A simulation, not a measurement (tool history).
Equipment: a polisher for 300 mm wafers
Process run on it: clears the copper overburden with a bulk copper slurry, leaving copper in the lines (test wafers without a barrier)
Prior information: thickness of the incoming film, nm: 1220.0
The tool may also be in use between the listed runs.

run,hour,flow of slurry (ml/min),pressure of the wafer on the pad (kPa),speed of the pad under the wafer (m/s),abrasive content of the slurry,overpolish time after the end point (s),time until the end point was called (s),dishing of a wide line in a test structure (Å)
1,0.0,180,15.2,1.32,1.00,13,147.42,620.52
2,7.6,165,15.2,1.32,1.00,13,146.20,634.40
3,13.6,180,13.8,1.36,1.00,12,151.87,560.49
4,18.9,180,12.4,1.36,1.00,12,163.76,534.90
5,22.5,180,12.4,1.36,1.15,12,161.22,558.52
6,27.4,180,12.4,1.36,1.35,12,157.03,559.32
7,28.9,195,11.7,1.36,1.30,11,163.56,498.91
8,37.5,205,11.0,1.38,1.25,10,167.17,467.79
9,38.6,215,10.3,1.38,1.20,9,179.53,395.82
10,44.1,225,9.7,1.42,1.10,8,176.40,352.32
11,48.7,235,9.0,1.44,1.00,7,186.16,307.57

Expected results for the next run?
12,50.2,240,9.0,1.48,0.95,7,?,?

time until the end point was called (s): 183.85
dishing of a wide line in a test structure (Å): 301.72
